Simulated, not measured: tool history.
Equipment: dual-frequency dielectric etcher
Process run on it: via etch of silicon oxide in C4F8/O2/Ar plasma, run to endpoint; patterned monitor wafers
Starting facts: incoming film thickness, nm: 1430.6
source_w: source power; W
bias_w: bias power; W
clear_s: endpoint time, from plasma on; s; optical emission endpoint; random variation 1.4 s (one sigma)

run  hour  source_w  bias_w  clear_s
  1   0.0      1980    1574   289.17
  2   4.2      1920    1563   294.45
  3   9.7      1880    1555   300.76
  4  18.7      1850    1552   304.05
  5  26.3      1850    1812   285.52
  6  32.4      1850    1668   295.68
  7  33.2      1820    1664   297.22
  8  34.1      1790    1659   299.36
  9  37.2      1490    1600   333.08
 10  41.6      1510    1602   332.96
 11  44.6      1530    1604   328.26
 12  51.8      1540    1606   328.50
 13  53.3      1550    1608   327.73

What does the tool deliver on the next run?
 14  57.6      1700    1638        ?

clear_s: 310.72 s
